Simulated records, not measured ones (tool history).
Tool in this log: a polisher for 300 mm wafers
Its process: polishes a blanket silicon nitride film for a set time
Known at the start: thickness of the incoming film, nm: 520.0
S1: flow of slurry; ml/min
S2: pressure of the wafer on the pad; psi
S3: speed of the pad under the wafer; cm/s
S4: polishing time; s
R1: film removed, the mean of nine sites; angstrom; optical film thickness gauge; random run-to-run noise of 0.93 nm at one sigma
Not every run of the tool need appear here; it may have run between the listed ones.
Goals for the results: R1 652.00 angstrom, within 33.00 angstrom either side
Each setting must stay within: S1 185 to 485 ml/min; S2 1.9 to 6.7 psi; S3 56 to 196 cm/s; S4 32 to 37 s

Run 1, hour 0.0: S1 310 ml/min, S2 4.3 psi, S3 126 cm/s, S4 37 s. Result: R1 932.99 angstrom.
Run 2, hour 1.2: S1 310 ml/min, S2 4.3 psi, S3 126 cm/s, S4 37 s. Result: R1 919.58 angstrom.
Run 3, hour 9.0: S1 310 ml/min, S2 4.2 psi, S3 126 cm/s, S4 37 s. Result: R1 875.31 angstrom.
Run 4, hour 13.5: S1 310 ml/min, S2 4.1 psi, S3 126 cm/s, S4 37 s. Result: R1 880.21 angstrom.
Run 5, hour 21.5: S1 310 ml/min, S2 4.0 psi, S3 126 cm/s, S4 37 s. Result: R1 860.96 angstrom.
Run 6, hour 25.7: S1 365 ml/min, S2 4.0 psi, S3 126 cm/s, S4 37 s. Result: R1 861.42 angstrom.
Run 7, hour 31.1: S1 365 ml/min, S2 3.9 psi, S3 126 cm/s, S4 37 s. Result: R1 846.11 angstrom.
Run 8, hour 36.3: S1 365 ml/min, S2 3.9 psi, S3 126 cm/s, S4 37 s. Result: R1 868.10 angstrom.
Run 9, hour 37.1: S1 365 ml/min, S2 3.8 psi, S3 126 cm/s, S4 37 s. Result: R1 851.87 angstrom.
Run 10, hour 42.3: S1 365 ml/min, S2 3.7 psi, S3 126 cm/s, S4 37 s. Result: R1 784.49 angstrom.
Run 11, hour 43.5: S1 365 ml/min, S2 3.6 psi, S3 126 cm/s, S4 37 s. Result: R1 783.31 angstrom.
Run 12, hour 48.3: S1 365 ml/min, S2 3.5 psi, S3 126 cm/s, S4 37 s. Result: R1 761.03 angstrom.
Run 13, hour 52.5: S1 365 ml/min, S2 3.4 psi, S3 126 cm/s, S4 37 s. Result: R1 745.30 angstrom.

Consider the 4 candidate settings below. Which is the only one whose results all fall within their allowed miss of target?
Run A, hour 56.7: S1 345 ml/min, S2 3.7 psi, S3 166 cm/s, S4 35 s. Result: R1 ?.
Run B, hour 56.7: S1 365 ml/min, S2 3.5 psi, S3 136 cm/s, S4 37 s. Result: R1 ?.
Run C, hour 56.7: S1 380 ml/min, S2 3.0 psi, S3 144 cm/s, S4 33 s. Result: R1 ?.
Run D, hour 56.7: S1 355 ml/min, S2 3.3 psi, S3 130 cm/s, S4 37 s. Result: R1 ?.

move      R1
   A  947.00
   B  812.41
   C  655.97
   D  738.96
A: further off than the last run
B: further off than the last run
C: all results land within tolerance of their targets
D: moves toward the targets from the last run without getting all of them in spec
C is the move that brings every result within its allowed miss.
